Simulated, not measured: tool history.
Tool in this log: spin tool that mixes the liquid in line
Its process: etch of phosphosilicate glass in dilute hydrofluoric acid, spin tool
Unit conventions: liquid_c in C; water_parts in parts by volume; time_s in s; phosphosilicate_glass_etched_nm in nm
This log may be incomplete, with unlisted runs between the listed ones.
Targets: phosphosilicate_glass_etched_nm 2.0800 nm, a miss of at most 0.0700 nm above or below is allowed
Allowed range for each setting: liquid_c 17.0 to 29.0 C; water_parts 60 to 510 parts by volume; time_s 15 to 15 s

run    day  liquid_c  water_parts  time_s  phosphosilicate_glass_etched_nm
  1  0.000      21.0          285      15                           3.1470
  2  0.225      21.0          285      15                           3.1772
  3  0.488      24.5          285      15                           3.6053
  4  0.738      22.5          305      15                           3.0643
  5  1.012      22.5          215      15                           4.6692
  6  1.154      21.0          255      15                           3.6415
  7  1.271      20.0          280      15                           3.1034
  8  1.408      19.0          300      15                           2.7637
  9  1.612      18.5          315      15                           2.5343
 10  1.800      18.0          325      15                           2.3764
 11  1.854      17.5          330      15                           2.3169
 12  2.162      17.5          330      15                           2.3711
 13  2.525      17.5          340      15                           2.2401

Next run, 5 choices. One meets every target within its allowed miss, the rest don't. Which?
  A  2.888      17.0          325      15                                ?
  B  2.888      17.0          350      15                                ?
  C  2.888      18.0          310      15                                ?
  D  2.888      19.5          335      15                                ?
  E  2.888      24.5          410      15                                ?

move  phosphosilicate_glass_etched_nm
   A                           2.3267
   B                           2.1171
   C                           2.5638
   D                           2.4537
   E                           2.2276
A: moves away from the targets compared with the last run
B: meets every target
C: moves away from the targets compared with the last run
D: moves away from the targets compared with the last run
E: closes in on the targets versus the last run, not all within tolerance yet
Move B is the one to make.
